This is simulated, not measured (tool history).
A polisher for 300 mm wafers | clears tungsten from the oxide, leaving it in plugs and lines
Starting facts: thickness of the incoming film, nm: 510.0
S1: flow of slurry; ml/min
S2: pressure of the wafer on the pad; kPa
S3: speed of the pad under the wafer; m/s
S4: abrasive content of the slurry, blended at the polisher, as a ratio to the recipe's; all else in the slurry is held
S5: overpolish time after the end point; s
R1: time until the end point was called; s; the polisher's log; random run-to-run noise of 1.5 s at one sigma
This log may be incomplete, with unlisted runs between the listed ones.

Run 1, hour 0: S1 305 ml/min, S2 22.1 kPa, S3 1.2 m/s, S4 1, S5 32 s. Result: R1 100.87 s.
Run 2, hour 1.8: S1 305 ml/min, S2 22.1 kPa, S3 1.2 m/s, S4 1.2, S5 32 s. Result: R1 96.204 s.
Run 3, hour 2.4: S1 305 ml/min, S2 19.3 kPa, S3 1.2 m/s, S4 1.2, S5 32 s. Result: R1 110.9 s.
Run 4, hour 6.9: S1 305 ml/min, S2 17.2 kPa, S3 1.2 m/s, S4 1.2, S5 32 s. Result: R1 121.83 s.
Run 5, hour 11.4: S1 305 ml/min, S2 17.2 kPa, S3 1.44 m/s, S4 1.2, S5 32 s. Result: R1 102.46 s.
At hour 14.9: slurry blender recalibrated.
Run 6, hour 14.9: S1 305 ml/min, S2 15.2 kPa, S3 1.4 m/s, S4 1.2, S5 32 s. Result: R1 112.85 s.
Run 7, hour 23.5: S1 300 ml/min, S2 9.7 kPa, S3 1.16 m/s, S4 1.2, S5 32 s. Result: R1 206.51 s.

Forecast run 8:
Run 8, hour 31.4: S1 305 ml/min, S2 10.3 kPa, S3 1.16 m/s, S4 1.2, S5 32 s. Result: R1 ?.

{"run 8": {"R1": 192.54}}
